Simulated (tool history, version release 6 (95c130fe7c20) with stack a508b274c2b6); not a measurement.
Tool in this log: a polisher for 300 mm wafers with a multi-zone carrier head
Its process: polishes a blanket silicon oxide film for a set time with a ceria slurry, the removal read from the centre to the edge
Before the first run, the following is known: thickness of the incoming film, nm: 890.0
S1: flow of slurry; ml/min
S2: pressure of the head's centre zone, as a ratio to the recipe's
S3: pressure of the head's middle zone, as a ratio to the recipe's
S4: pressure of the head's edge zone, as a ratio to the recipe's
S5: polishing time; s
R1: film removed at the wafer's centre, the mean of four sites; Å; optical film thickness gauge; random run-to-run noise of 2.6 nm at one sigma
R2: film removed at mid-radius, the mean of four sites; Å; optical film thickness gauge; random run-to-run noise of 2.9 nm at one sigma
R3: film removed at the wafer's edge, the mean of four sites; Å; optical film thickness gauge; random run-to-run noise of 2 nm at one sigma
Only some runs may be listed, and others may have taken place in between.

run    day   S1    S2    S3    S4  S5      R1      R2      R3
  1  0.000  120  1.00  1.00  1.00  64  2681.9  2668.9  2743.4
  2  0.104  120  1.00  0.96  1.00  64  2729.2  2624.0  2741.9
  3  0.400  110  0.98  0.95  0.96  61  2466.9  2380.4  2533.5
  4  0.488  105  0.98  0.96  0.92  59  2341.6  2299.3  2376.5
  5  0.596  105  0.98  0.96  0.92  49  1996.4  1976.7  1996.8
  6  0.925  105  0.91  0.96  0.92  49  1847.8  1916.4  2008.3
  7  1.233  115  0.92  0.96  0.93  49  1919.1  2014.3  2034.5

Predict the results of run 8:
  8  1.558  130  0.97  0.91  0.97  50   ?   ?   ?

R1: 2104.8 Å
R2: 1998.0 Å
R3: 2176.3 Å
